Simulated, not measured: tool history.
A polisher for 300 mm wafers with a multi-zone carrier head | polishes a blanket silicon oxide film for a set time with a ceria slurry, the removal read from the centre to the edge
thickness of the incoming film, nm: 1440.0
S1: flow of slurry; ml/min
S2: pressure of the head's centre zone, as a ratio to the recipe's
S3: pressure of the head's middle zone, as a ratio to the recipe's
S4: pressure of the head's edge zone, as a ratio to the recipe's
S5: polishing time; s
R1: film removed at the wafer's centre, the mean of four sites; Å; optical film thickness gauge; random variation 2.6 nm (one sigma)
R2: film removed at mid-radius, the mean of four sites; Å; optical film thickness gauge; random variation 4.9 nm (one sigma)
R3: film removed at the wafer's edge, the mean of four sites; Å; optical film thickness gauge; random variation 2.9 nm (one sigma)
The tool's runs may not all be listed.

Run 1, hour 0: S1 135 ml/min, S2 1, S3 1, S4 1, S5 66 s. Result: R1 5078.6 Å, R2 4901.2 Å, R3 5038.6 Å.
Run 2, hour 3.1: S1 135 ml/min, S2 1, S3 1, S4 0.92, S5 66 s. Result: R1 5118.1 Å, R2 4943.2 Å, R3 4779.5 Å.
Run 3, hour 8.9: S1 135 ml/min, S2 1, S3 1, S4 0.99, S5 66 s. Result: R1 5078.1 Å, R2 5007.6 Å, R3 4866.3 Å.
Run 4, hour 10.7: S1 135 ml/min, S2 1.04, S3 1, S4 0.99, S5 66 s. Result: R1 5345.8 Å, R2 4930.5 Å, R3 4929 Å.
Run 5, hour 11.8: S1 135 ml/min, S2 1.04, S3 1, S4 0.99, S5 79 s. Result: R1 6344.3 Å, R2 5842.7 Å, R3 5947 Å.
Run 6, hour 17.9: S1 135 ml/min, S2 1.04, S3 1, S4 0.97, S5 74 s. Result: R1 5964.5 Å, R2 5458.9 Å, R3 5424 Å.
Run 7, hour 25.6: S1 135 ml/min, S2 1.04, S3 1, S4 0.95, S5 70 s. Result: R1 5624.2 Å, R2 5141.9 Å, R3 5183.7 Å.

The next listed run, before its measurement:
At hour 30: edge zone pressure recalibrated.
Run 8, hour 30: S1 140 ml/min, S2 1.04, S3 1.01, S4 0.93, S5 66 s. Result: R1 ?, R2 ?, R3 ?.

{"run 8": {"R1": 5411.2, "R2": 4995.6, "R3": 4959.9}}
